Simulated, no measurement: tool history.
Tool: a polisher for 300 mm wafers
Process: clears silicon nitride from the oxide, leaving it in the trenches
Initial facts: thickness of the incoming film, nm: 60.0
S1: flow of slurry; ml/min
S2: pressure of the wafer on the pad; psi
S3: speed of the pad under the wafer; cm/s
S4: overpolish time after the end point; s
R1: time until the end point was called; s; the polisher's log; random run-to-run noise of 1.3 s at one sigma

{"run": 1, "hour": 0.0, "S1": 180, "S2": 1.9, "S3": 126, "S4": 11, "R1": 90.152}
{"run": 2, "hour": 3.6, "S1": 200, "S2": 1.9, "S3": 126, "S4": 11, "R1": 88.482}
{"run": 3, "hour": 7.9, "S1": 195, "S2": 1.7, "S3": 126, "S4": 11, "R1": 100.75}
{"run": 4, "hour": 8.5, "S1": 190, "S2": 1.5, "S3": 126, "S4": 11, "R1": 112.28}
{"run": 5, "hour": 13.8, "S1": 190, "S2": 1.5, "S3": 126, "S4": 11, "R1": 111.06}
{"run": 6, "hour": 19.1, "S1": 190, "S2": 1.4, "S3": 126, "S4": 11, "R1": 120.33}

What will run 7 give?
{"run": 7, "hour": 28.0, "S1": 185, "S2": 1.3, "S3": 126, "S4": 11, "R1": "?"}

{"run 7": {"R1": 131.24}}
